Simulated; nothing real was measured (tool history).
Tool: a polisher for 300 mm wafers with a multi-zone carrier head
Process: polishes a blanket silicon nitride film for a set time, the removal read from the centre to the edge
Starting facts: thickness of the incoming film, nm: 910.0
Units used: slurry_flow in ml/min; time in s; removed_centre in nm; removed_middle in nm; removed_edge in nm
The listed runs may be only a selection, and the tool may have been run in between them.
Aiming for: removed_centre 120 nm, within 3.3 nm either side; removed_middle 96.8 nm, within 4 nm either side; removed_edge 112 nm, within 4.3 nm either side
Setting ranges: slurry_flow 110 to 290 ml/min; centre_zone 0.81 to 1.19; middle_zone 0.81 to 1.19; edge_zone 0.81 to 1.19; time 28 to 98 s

| run | day | slurry_flow | centre_zone | middle_zone | edge_zone | time | removed_centre | removed_middle | removed_edge |
|---|---|---|---|---|---|---|---|---|---|
| 1 | 0 | 185 | 1 | 1 | 1 | 63 | 136.25 | 133.13 | 137.02 |
| 2 | 0.371 | 185 | 1 | 1 | 0.97 | 63 | 139.51 | 136.11 | 134.69 |
| 3 | 0.596 | 185 | 1 | 1 | 0.97 | 76 | 165.06 | 162.82 | 164.36 |
| 4 | 0.721 | 180 | 1 | 0.98 | 0.97 | 73 | 155.58 | 152.63 | 153.66 |
| 5 | 0.95 | 180 | 1 | 1.05 | 0.97 | 73 | 161.14 | 161.46 | 152.69 |
| 6 | 1.175 | 180 | 1 | 1.11 | 0.97 | 73 | 157.24 | 170.08 | 152.81 |
| 7 | 1.533 | 175 | 1 | 1.08 | 0.97 | 70 | 152.42 | 158.07 | 147.5 |
| 8 | 1.762 | 170 | 1.01 | 1.05 | 0.97 | 68 | 145.93 | 147.36 | 141.81 |
| 9 | 2.108 | 165 | 1.02 | 1.03 | 0.96 | 66 | 144.32 | 143.4 | 138.8 |

4 candidate next runs follow, results not yet known. Just one meets every target within its allowed miss. Identify it.
| A | 2.454 | 190 | 1.14 | 1.03 | 0.92 | 48 | ? | ? | ? |
| B | 2.454 | 110 | 1.19 | 1.03 | 1.06 | 47 | ? | ? | ? |
| C | 2.454 | 180 | 1.14 | 0.92 | 1.16 | 49 | ? | ? | ? |
| D | 2.454 | 155 | 1.01 | 0.86 | 1.03 | 52 | ? | ? | ? |

| move | removed_centre | removed_middle | removed_edge |
|---|---|---|---|
| A | 118.72 | 104.72 | 97.824 |
| B | 112.49 | 95.821 | 97.541 |
| C | 120.28 | 97.11 | 111.32 |
| D | 110.74 | 96.168 | 110.04 |
A: gains on the last run, yet a result remains outside its allowed miss
B: gets the furthest-off result to its target, but another result is out of tolerance
C: in spec on every target
D: gets the furthest-off result to its target, but another result is out of tolerance
Answer: C

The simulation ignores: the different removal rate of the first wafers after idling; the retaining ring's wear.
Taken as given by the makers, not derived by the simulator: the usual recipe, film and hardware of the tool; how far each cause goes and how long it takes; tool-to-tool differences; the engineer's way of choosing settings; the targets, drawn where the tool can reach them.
